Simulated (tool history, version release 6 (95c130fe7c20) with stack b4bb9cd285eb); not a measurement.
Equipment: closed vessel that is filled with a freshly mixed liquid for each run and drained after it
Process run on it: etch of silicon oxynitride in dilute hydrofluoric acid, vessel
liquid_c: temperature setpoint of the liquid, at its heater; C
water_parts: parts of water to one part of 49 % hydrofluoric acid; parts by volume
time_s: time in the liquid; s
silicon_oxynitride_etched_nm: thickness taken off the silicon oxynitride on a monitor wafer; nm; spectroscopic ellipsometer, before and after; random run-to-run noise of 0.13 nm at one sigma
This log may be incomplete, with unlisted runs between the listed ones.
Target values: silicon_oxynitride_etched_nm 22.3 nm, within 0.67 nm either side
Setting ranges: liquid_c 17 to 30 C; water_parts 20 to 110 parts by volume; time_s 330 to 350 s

Run 1, day 0: liquid_c 22 C, water_parts 60 parts by volume, time_s 330 s. Result: silicon_oxynitride_etched_nm 11.522 nm.
Run 2, day 0.138: liquid_c 22 C, water_parts 60 parts by volume, time_s 350 s. Result: silicon_oxynitride_etched_nm 12.195 nm.
Run 3, day 0.492: liquid_c 24.5 C, water_parts 55 parts by volume, time_s 350 s. Result: silicon_oxynitride_etched_nm 14.938 nm.
Run 4, day 0.662: liquid_c 26 C, water_parts 50 parts by volume, time_s 350 s. Result: silicon_oxynitride_etched_nm 17.944 nm.
Run 5, day 0.792: liquid_c 27 C, water_parts 50 parts by volume, time_s 350 s. Result: silicon_oxynitride_etched_nm 18.785 nm.
Run 6, day 1.092: liquid_c 27 C, water_parts 60 parts by volume, time_s 350 s. Result: silicon_oxynitride_etched_nm 15.469 nm.
Run 7, day 1.304: liquid_c 28 C, water_parts 55 parts by volume, time_s 350 s. Result: silicon_oxynitride_etched_nm 17.779 nm.
Run 8, day 1.617: liquid_c 28.5 C, water_parts 55 parts by volume, time_s 350 s. Result: silicon_oxynitride_etched_nm 18.43 nm.
Run 9, day 1.888: liquid_c 29 C, water_parts 55 parts by volume, time_s 350 s. Result: silicon_oxynitride_etched_nm 18.652 nm.
Run 10, day 2.15: liquid_c 29.5 C, water_parts 55 parts by volume, time_s 350 s. Result: silicon_oxynitride_etched_nm 19.169 nm.

4 candidate next runs follow, results not yet known. Just one meets every target within its allowed miss. Identify it.
Run A, day 2.412: liquid_c 29.5 C, water_parts 60 parts by volume, time_s 350 s. Result: silicon_oxynitride_etched_nm ?.
Run B, day 2.412: liquid_c 27.5 C, water_parts 55 parts by volume, time_s 330 s. Result: silicon_oxynitride_etched_nm ?.
Run C, day 2.412: liquid_c 23.5 C, water_parts 45 parts by volume, time_s 330 s. Result: silicon_oxynitride_etched_nm ?.
Run D, day 2.412: liquid_c 28 C, water_parts 45 parts by volume, time_s 350 s. Result: silicon_oxynitride_etched_nm ?.

move  silicon_oxynitride_etched_nm
   A                        17.453
   B                        16.427
   C                          16.7
   D                        22.012
A: the biggest miss grows against the last run
B: the biggest miss grows against the last run
C: the biggest miss grows against the last run
D: all results land within tolerance of their targets
D meets every target.
